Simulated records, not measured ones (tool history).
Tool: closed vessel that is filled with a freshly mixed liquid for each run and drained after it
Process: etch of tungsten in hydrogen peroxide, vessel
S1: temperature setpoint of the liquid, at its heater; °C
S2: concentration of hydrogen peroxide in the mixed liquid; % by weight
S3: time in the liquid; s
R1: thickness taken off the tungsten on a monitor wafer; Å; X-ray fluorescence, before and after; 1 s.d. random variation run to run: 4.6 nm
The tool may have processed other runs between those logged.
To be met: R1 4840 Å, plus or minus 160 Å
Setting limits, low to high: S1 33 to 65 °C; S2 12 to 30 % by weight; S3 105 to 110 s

Run 1, day 0: S1 49 °C, S2 21.5 % by weight, S3 105 s. Result: R1 2685.5 Å.
Run 2, day 0.212: S1 50.5 °C, S2 21.5 % by weight, S3 105 s. Result: R1 2944.9 Å.
Run 3, day 0.575: S1 52 °C, S2 21.5 % by weight, S3 105 s. Result: R1 3185.9 Å.
Run 4, day 0.633: S1 52 °C, S2 18 % by weight, S3 105 s. Result: R1 2964.2 Å.
Run 5, day 0.879: S1 52 °C, S2 13.5 % by weight, S3 105 s. Result: R1 2517.1 Å.
Run 6, day 1.046: S1 52 °C, S2 18 % by weight, S3 105 s. Result: R1 2909.3 Å.
Run 7, day 1.158: S1 53.5 °C, S2 18 % by weight, S3 105 s. Result: R1 3215.5 Å.
Run 8, day 1.471: S1 54.5 °C, S2 18 % by weight, S3 105 s. Result: R1 3341 Å.
At day 1.525: thermometer replaced.
Run 9, day 1.525: S1 55.5 °C, S2 18 % by weight, S3 105 s. Result: R1 3116.1 Å.
Run 10, day 1.862: S1 57 °C, S2 19.5 % by weight, S3 105 s. Result: R1 3552.9 Å.
Run 11, day 1.9: S1 58.5 °C, S2 20 % by weight, S3 105 s. Result: R1 3979.5 Å.

Which of these 4 next moves meets every target?
Run A, day 1.938: S1 57 °C, S2 14 % by weight, S3 105 s. Result: R1 ?.
Run B, day 1.938: S1 55.5 °C, S2 20 % by weight, S3 110 s. Result: R1 ?.
Run C, day 1.938: S1 62 °C, S2 18 % by weight, S3 110 s. Result: R1 ?.
Run D, day 1.938: S1 60 °C, S2 17 % by weight, S3 105 s. Result: R1 ?.

move      R1
   A    3056
   B  3503.4
   C  4843.8
   D  4007.9
A: lands further from the targets than the last run did
B: lands further from the targets than the last run did
C: all results in spec
D: roughly where the last run was
The right move is C.
